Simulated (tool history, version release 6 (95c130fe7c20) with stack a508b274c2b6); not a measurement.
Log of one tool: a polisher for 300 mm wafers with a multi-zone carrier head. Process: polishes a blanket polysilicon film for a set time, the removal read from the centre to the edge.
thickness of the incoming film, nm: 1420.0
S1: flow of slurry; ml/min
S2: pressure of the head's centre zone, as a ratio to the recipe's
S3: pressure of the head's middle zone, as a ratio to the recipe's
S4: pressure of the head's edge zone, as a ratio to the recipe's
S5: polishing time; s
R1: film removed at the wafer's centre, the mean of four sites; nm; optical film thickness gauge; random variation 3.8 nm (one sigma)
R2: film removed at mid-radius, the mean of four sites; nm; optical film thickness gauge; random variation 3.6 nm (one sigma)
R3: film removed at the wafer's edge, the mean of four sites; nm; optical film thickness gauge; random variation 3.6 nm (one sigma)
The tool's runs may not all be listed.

run 1 hour=0.0 | S1=140 S2=1.00 S3=1.00 S4=1.00 S5=75 | R1=389.43 R2=392.04 R3=377.73
run 2 hour=2.3 | S1=140 S2=1.00 S3=1.00 S4=0.93 S5=75 | R1=390.71 R2=392.11 R3=370.62
run 3 hour=8.9 | S1=140 S2=0.93 S3=1.00 S4=0.93 S5=75 | R1=359.27 R2=391.36 R3=368.25
run 4 hour=10.4 | S1=140 S2=0.93 S3=0.96 S4=0.93 S5=75 | R1=361.44 R2=381.32 R3=373.40
run 5 hour=12.9 | S1=140 S2=0.93 S3=0.96 S4=0.93 S5=62 | R1=301.57 R2=314.53 R3=307.00
run 6 hour=16.2 | S1=140 S2=0.93 S3=0.96 S4=1.01 S5=62 | R1=297.81 R2=316.16 R3=317.08
run 7 hour=18.9 | S1=145 S2=0.95 S3=0.98 S4=1.02 S5=65 | R1=321.30 R2=333.97 R3=335.70

The next listed run, before its measurement:
run 8 hour=22.8 | S1=150 S2=0.97 S3=1.00 S4=1.02 S5=67 | R1=? R2=? R3=?

R1: 341.11 nm
R2: 351.53 nm
R3: 351.46 nm

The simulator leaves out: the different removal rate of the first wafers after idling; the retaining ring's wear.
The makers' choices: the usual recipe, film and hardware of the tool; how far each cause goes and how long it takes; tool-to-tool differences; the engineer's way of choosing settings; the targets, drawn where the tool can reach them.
